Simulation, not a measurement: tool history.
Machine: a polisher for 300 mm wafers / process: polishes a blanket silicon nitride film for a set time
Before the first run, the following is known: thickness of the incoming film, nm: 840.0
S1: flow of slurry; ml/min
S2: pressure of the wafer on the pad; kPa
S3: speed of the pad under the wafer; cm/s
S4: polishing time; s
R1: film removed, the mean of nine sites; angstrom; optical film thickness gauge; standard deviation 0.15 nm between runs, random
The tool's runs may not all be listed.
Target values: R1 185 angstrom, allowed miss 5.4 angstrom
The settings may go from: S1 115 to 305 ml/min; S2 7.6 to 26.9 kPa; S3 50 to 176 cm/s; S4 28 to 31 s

Run 1, day 0: S1 195 ml/min, S2 17.2 kPa, S3 112 cm/s, S4 31 s. Result: R1 424.89 angstrom.
Run 2, day 0.075: S1 195 ml/min, S2 17.2 kPa, S3 112 cm/s, S4 31 s. Result: R1 427.68 angstrom.
Run 3, day 0.208: S1 195 ml/min, S2 17.2 kPa, S3 112 cm/s, S4 28 s. Result: R1 388.12 angstrom.
Run 4, day 0.529: S1 195 ml/min, S2 17.2 kPa, S3 98 cm/s, S4 28 s. Result: R1 355.1 angstrom.
Run 5, day 0.554: S1 190 ml/min, S2 15.2 kPa, S3 96 cm/s, S4 28 s. Result: R1 305.61 angstrom.
Run 6, day 0.762: S1 190 ml/min, S2 15.2 kPa, S3 118 cm/s, S4 28 s. Result: R1 348.1 angstrom.
Run 7, day 0.792: S1 160 ml/min, S2 10.3 kPa, S3 86 cm/s, S4 28 s. Result: R1 195.76 angstrom.
Run 8, day 0.912: S1 155 ml/min, S2 10.3 kPa, S3 86 cm/s, S4 28 s. Result: R1 194.95 angstrom.
Run 9, day 1.175: S1 150 ml/min, S2 10.3 kPa, S3 86 cm/s, S4 28 s. Result: R1 194.42 angstrom.
At day 1.438: worn pad replaced by a new one.
Run 10, day 1.438: S1 140 ml/min, S2 9.7 kPa, S3 86 cm/s, S4 28 s. Result: R1 198.6 angstrom.

Which of these 4 next moves meets every target?
Run A, day 1.7: S1 145 ml/min, S2 8.3 kPa, S3 88 cm/s, S4 29 s. Result: R1 ?.
Run B, day 1.7: S1 115 ml/min, S2 9.7 kPa, S3 98 cm/s, S4 30 s. Result: R1 ?.
Run C, day 1.7: S1 115 ml/min, S2 11 kPa, S3 62 cm/s, S4 31 s. Result: R1 ?.
Run D, day 1.7: S1 150 ml/min, S2 9.7 kPa, S3 84 cm/s, S4 29 s. Result: R1 ?.

move      R1
   A  183.79
   B  226.11
   C  207.36
   D  208.09
A: each result inside its tolerance
B: lands further from the targets than the last run did
C: lands further from the targets than the last run did
D: lands further from the targets than the last run did
Go with A: it meets all targets.
